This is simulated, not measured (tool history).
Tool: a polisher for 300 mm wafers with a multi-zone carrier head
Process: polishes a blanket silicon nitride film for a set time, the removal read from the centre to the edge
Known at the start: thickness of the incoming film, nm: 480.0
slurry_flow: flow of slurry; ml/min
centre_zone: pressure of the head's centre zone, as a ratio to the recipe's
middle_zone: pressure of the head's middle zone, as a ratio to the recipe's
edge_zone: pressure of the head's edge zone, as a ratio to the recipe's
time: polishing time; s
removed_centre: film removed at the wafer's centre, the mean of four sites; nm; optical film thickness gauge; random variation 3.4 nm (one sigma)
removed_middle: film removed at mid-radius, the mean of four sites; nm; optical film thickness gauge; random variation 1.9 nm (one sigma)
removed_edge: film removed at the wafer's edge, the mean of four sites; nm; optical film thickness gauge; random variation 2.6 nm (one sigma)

run,hour,slurry_flow,centre_zone,middle_zone,edge_zone,time,removed_centre,removed_middle,removed_edge
1,0,300,1,1,1,72,178.47,182.45,182.79
2,3.9,300,0.95,1,1,72,171.26,180.83,178.17
3,12.4,305,0.99,1.03,1.02,75,188.1,193.64,190.27
4,17.7,305,1,1.05,1.04,78,194.1,205.74,199.17
5,18.5,310,1.02,1.07,1.06,80,201.49,215.71,211.06
6,19.5,315,1.05,1.09,1.06,81,209.23,218.7,213.17
7,27.2,320,1.07,1.11,1.06,83,230.82,228.54,210.88
8,32.9,325,1.08,1.12,1.08,84,226.47,235.61,218.61
9,36.1,325,1.09,1.12,1.09,85,231.7,238.96,221.77

The next listed run, before its measurement:
10,39.1,325,1.1,1.12,1.1,86,?,?,?

{"run 10": {"removed_centre": 239.04, "removed_middle": 242.92, "removed_edge": 222.99}}

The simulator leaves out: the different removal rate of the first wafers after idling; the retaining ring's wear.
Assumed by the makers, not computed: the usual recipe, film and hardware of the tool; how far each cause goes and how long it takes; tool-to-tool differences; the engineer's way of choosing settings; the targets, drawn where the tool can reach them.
